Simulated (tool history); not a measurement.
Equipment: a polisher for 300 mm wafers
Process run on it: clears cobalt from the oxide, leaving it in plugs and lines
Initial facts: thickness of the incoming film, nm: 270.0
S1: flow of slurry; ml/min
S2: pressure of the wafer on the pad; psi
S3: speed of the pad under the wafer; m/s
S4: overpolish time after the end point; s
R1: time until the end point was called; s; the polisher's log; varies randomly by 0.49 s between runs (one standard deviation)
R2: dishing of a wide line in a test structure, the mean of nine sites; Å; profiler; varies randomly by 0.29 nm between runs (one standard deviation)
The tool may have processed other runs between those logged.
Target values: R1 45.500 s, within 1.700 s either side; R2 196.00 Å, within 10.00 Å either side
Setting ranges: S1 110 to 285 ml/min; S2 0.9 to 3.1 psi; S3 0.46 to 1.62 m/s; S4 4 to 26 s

run,day,S1,S2,S3,S4,R1,R2
1,0.000,180,2.0,1.04,13,41.510,335.65
2,0.088,175,2.0,1.04,11,41.178,316.27
3,0.162,160,2.0,1.04,10,41.533,296.96
4,0.183,160,2.0,1.04,16,41.988,350.99
5,0.417,160,2.0,1.04,11,42.105,306.80
6,0.538,150,2.0,1.04,10,42.438,305.05
7,0.596,200,1.5,1.02,4,51.804,151.27
8,0.871,195,1.6,1.02,4,49.834,154.22
9,1.104,190,1.7,1.02,4,47.575,165.66
10,1.154,170,1.9,1.00,10,44.749,291.02
11,1.262,185,1.8,1.02,10,45.948,292.78
12,1.383,175,1.8,1.04,9,45.392,277.30
13,1.746,190,1.8,1.04,9,44.719,279.32
14,1.996,140,1.8,1.04,4,46.472,163.33
15,2.167,150,1.8,1.04,4,47.033,163.87
16,2.217,155,1.8,1.04,4,45.903,164.03
17,2.300,160,1.8,1.04,4,45.728,168.49
18,2.671,165,1.8,1.04,4,45.651,167.26
19,2.729,160,1.8,1.04,10,46.096,290.70

Pick the move, out of 4, that brings all results within their allowed miss; only one does.
A,2.788,170,1.9,1.08,4,?,?
B,2.788,220,1.9,0.96,4,?,?
C,2.788,140,1.5,1.24,5,?,?
D,2.788,230,2.2,0.92,4,?,?

move,R1,R2
A,41.749,178.70
B,45.040,169.08
C,45.737,196.29
D,41.346,179.99
A: takes the result that was furthest off past its target
B: takes the result that was furthest off past its target
C: meets every target
D: takes the result that was furthest off past its target
Answer: C

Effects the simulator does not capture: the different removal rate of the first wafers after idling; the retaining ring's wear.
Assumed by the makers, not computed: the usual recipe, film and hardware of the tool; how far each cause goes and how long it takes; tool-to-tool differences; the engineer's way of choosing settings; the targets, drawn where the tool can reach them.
